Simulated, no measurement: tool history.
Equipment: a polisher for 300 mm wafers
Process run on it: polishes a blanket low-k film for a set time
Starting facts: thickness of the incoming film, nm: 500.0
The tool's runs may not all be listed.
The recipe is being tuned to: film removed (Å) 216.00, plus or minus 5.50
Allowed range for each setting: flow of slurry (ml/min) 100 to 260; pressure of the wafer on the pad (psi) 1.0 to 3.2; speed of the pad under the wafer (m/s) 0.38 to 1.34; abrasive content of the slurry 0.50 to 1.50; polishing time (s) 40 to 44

run,hour,flow of slurry (ml/min),pressure of the wafer on the pad (psi),speed of the pad under the wafer (m/s),abrasive content of the slurry,polishing time (s),film removed (Å)
1,0.0,165,2.1,0.86,1.00,44,160.45
2,1.8,165,2.3,0.86,1.00,44,174.77
3,9.5,175,2.4,0.86,1.00,44,181.72
4,16.9,215,2.4,0.86,1.00,44,189.80
5,21.2,215,2.0,0.86,1.00,44,159.79
6,23.3,215,2.0,0.74,1.00,44,143.81
7,28.9,220,2.2,0.74,1.00,44,157.66
8,36.4,225,2.3,0.74,1.00,44,166.58
9,38.1,245,2.9,0.74,1.00,44,207.81

5 candidate next runs follow, results not yet known. Just one meets every target within its allowed miss. Identify it.
A,39.8,260,3.0,0.80,0.95,42,?
B,39.8,260,2.8,0.80,1.00,42,?
C,39.8,245,3.1,0.72,1.10,40,?
D,39.8,225,2.9,0.66,1.30,43,?
E,39.8,185,3.1,0.76,0.90,41,?

move,film removed (Å)
A,218.38
B,206.99
C,207.05
D,204.28
E,201.95
A: all results in spec
B: moves away from the targets compared with the last run
C: moves away from the targets compared with the last run
D: moves away from the targets compared with the last run
E: moves away from the targets compared with the last run
Answer: A

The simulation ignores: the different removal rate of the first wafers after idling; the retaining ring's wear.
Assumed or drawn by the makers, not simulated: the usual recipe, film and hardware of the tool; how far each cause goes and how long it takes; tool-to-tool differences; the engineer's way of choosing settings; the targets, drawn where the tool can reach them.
